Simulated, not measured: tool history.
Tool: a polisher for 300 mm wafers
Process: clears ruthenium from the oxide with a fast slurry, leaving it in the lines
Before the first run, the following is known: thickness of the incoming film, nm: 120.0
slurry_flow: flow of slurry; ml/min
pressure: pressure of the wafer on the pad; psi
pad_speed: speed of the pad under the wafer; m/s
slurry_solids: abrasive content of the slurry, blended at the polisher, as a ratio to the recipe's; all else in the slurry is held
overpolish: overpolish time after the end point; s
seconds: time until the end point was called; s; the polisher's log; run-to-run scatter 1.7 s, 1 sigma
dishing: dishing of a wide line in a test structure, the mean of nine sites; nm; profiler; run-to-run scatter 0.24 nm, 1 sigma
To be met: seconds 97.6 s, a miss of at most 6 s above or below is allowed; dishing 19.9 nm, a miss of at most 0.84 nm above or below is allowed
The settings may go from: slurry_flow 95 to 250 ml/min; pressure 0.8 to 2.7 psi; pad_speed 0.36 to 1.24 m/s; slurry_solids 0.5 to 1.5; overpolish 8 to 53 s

| run | hour | slurry_flow | pressure | pad_speed | slurry_solids | overpolish | seconds | dishing |
|---|---|---|---|---|---|---|---|---|
| 1 | 0 | 160 | 1.7 | 0.8 | 1 | 27 | 59.659 | 43.13 |
| 2 | 8.3 | 160 | 1.7 | 0.8 | 1 | 33 | 61.278 | 50.975 |
| 3 | 14.1 | 160 | 1.7 | 0.66 | 1 | 33 | 71.855 | 44.937 |
| 4 | 15.1 | 165 | 1.6 | 0.64 | 1 | 28 | 73.164 | 37.877 |
| 5 | 21.8 | 190 | 1.6 | 0.64 | 1 | 28 | 73.941 | 38.673 |
| 6 | 29.1 | 190 | 1.6 | 0.64 | 1 | 24 | 72.305 | 33.237 |
| 7 | 38.2 | 190 | 1.4 | 0.64 | 1 | 22 | 82.885 | 28.175 |
| 8 | 41.4 | 190 | 1.3 | 0.64 | 1 | 20 | 90.129 | 24.536 |
| 9 | 44.7 | 185 | 1.3 | 0.64 | 1 | 19 | 85.738 | 23.12 |
| 10 | 53.1 | 175 | 1.3 | 0.64 | 1 | 19 | 88.201 | 23.193 |
| 11 | 55.5 | 170 | 1.3 | 0.64 | 1 | 19 | 88.532 | 22.819 |
| 12 | 63.8 | 160 | 1.3 | 0.64 | 1 | 19 | 87.951 | 22.432 |
| 13 | 70.9 | 150 | 1.3 | 0.64 | 1 | 19 | 91.061 | 23.245 |
|  | 79.4 | worn pad replaced by a new one |
| 14 | 79.4 | 150 | 1.3 | 0.64 | 1 | 18 | 85.099 | 22.902 |
| 15 | 82.1 | 150 | 1.2 | 0.64 | 1 | 18 | 93.25 | 21.323 |

4 next moves are on the table. One of them brings every result within its allowed miss. Which?
| A | 84.8 | 150 | 1.4 | 0.42 | 1.1 | 17 | ? | ? |
| B | 84.8 | 145 | 1 | 0.54 | 1 | 21 | ? | ? |
| C | 84.8 | 125 | 0.9 | 0.7 | 1 | 18 | ? | ? |
| D | 84.8 | 165 | 1.1 | 0.58 | 1.15 | 18 | ? | ? |

| move | seconds | dishing |
|---|---|---|
| A | 98.193 | 18.68 |
| B | 115.31 | 19.58 |
| C | 108.68 | 17.922 |
| D | 95.69 | 20.178 |
A: moves the result that the last run missed by most past its target, out the other side
B: puts the biggest miss on target and leaves a different result outside tolerance
C: moves the result that the last run missed by most past its target, out the other side
D: all results in spec
Answer: D
